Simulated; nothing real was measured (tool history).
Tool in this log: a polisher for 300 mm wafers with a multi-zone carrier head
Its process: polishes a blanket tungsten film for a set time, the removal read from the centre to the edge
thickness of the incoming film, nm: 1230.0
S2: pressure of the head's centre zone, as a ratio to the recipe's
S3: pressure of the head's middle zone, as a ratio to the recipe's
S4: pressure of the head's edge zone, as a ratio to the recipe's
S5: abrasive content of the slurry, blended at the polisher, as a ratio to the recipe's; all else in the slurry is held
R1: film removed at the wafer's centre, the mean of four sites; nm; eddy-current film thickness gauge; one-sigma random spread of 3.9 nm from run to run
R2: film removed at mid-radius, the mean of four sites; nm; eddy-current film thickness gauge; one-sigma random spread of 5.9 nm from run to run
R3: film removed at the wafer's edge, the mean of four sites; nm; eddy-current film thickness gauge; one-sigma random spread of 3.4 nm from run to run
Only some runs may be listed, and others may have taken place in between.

run 1 day=0.000 | flow_of_slurry_(ml/min)=195 S2=1.00 S3=1.00 S4=1.00 S5=1.00 polishing_time_(s)=64 | R1=265.31 R2=272.22 R3=268.31
run 2 day=0.117 | flow_of_slurry_(ml/min)=200 S2=1.01 S3=1.02 S4=1.01 S5=1.05 polishing_time_(s)=66 | R1=281.55 R2=296.60 R3=278.88
run 3 day=0.167 | flow_of_slurry_(ml/min)=200 S2=1.02 S3=1.02 S4=1.03 S5=1.10 polishing_time_(s)=68 | R1=297.95 R2=307.26 R3=292.17
run 4 day=0.500 | flow_of_slurry_(ml/min)=200 S2=1.02 S3=0.99 S4=1.03 S5=1.10 polishing_time_(s)=68 | R1=291.59 R2=293.68 R3=294.18
run 5 day=0.788 | flow_of_slurry_(ml/min)=200 S2=1.02 S3=1.08 S4=1.03 S5=1.10 polishing_time_(s)=68 | R1=295.07 R2=327.25 R3=297.86
run 6 day=0.858 | flow_of_slurry_(ml/min)=230 S2=1.02 S3=1.08 S4=1.03 S5=1.10 polishing_time_(s)=68 | R1=305.44 R2=318.48 R3=296.41
run 7 day=0.892 | flow_of_slurry_(ml/min)=225 S2=1.03 S3=1.09 S4=1.04 S5=1.15 polishing_time_(s)=69 | R1=309.78 R2=329.99 R3=305.36
run 8 day=0.925 | flow_of_slurry_(ml/min)=220 S2=1.04 S3=1.10 S4=1.04 S5=1.20 polishing_time_(s)=70 | R1=326.75 R2=347.81 R3=321.07

Run 9 is up next; what results do you expect?
run 9 day=1.288 | flow_of_slurry_(ml/min)=215 S2=1.05 S3=1.11 S4=1.04 S5=1.25 polishing_time_(s)=70 | R1=? R2=? R3=?

R1: 320.30 nm
R2: 352.98 nm
R3: 319.98 nm
